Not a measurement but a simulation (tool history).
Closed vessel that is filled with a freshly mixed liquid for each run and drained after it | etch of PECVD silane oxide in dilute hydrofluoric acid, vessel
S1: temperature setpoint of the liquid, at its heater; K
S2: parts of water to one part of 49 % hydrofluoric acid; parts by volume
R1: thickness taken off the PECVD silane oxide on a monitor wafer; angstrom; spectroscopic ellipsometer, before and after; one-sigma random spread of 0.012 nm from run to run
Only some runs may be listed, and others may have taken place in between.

run 1 hour=0 | S1=298.15 S2=290 time_in_the_liquid_(s)=75 | R1=48.761
run 2 hour=1.9 | S1=297.15 S2=295 time_in_the_liquid_(s)=75 | R1=46.392
run 3 hour=8.2 | S1=300.15 S2=295 time_in_the_liquid_(s)=75 | R1=51.496
run 4 hour=15 | S1=300.15 S2=295 time_in_the_liquid_(s)=45 | R1=30.85
run 5 hour=16.6 | S1=299.65 S2=295 time_in_the_liquid_(s)=45 | R1=30.04
run 6 hour=18.4 | S1=296.15 S2=295 time_in_the_liquid_(s)=45 | R1=26.792
run 7 hour=21.9 | S1=296.65 S2=295 time_in_the_liquid_(s)=45 | R1=27.109
run 8 hour=23.4 | S1=297.15 S2=295 time_in_the_liquid_(s)=45 | R1=27.724
run 9 hour=27.3 | S1=297.65 S2=295 time_in_the_liquid_(s)=45 | R1=28.256
run 10 hour=35 | S1=298.15 S2=295 time_in_the_liquid_(s)=45 | R1=28.76

Run 11 has not been measured yet. What should we expect?
run 11 hour=40.9 | S1=298.65 S2=295 time_in_the_liquid_(s)=45 | R1=?

For run 11 the tool returned R1 29.087 angstrom.
